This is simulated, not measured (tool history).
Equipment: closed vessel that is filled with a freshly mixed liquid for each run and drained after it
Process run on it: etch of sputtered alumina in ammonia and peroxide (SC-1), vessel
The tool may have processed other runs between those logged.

run,day,temperature setpoint of the liquid (C),parts of 29 % ammonia solution to one part of 30 % peroxide (parts by volume),time in the liquid (s),thickness taken off the sputtered alumina on a monitor wafer (angstrom)
1,0.000,59.0,0.65,355,320.26
2,0.162,59.0,0.85,355,324.57
3,0.254,59.0,1.05,355,334.26
4,0.300,54.5,1.05,355,260.51
5,0.450,54.5,1.15,355,269.59
6,0.625,57.0,1.15,355,299.99
7,0.933,65.0,1.15,355,452.81
8,1.246,65.5,1.15,355,472.93

Run 9, settings as shown, results not yet in. Your forecast:
9,1.529,65.5,1.15,355,?

thickness taken off the sputtered alumina on a monitor wafer (angstrom): 468.64
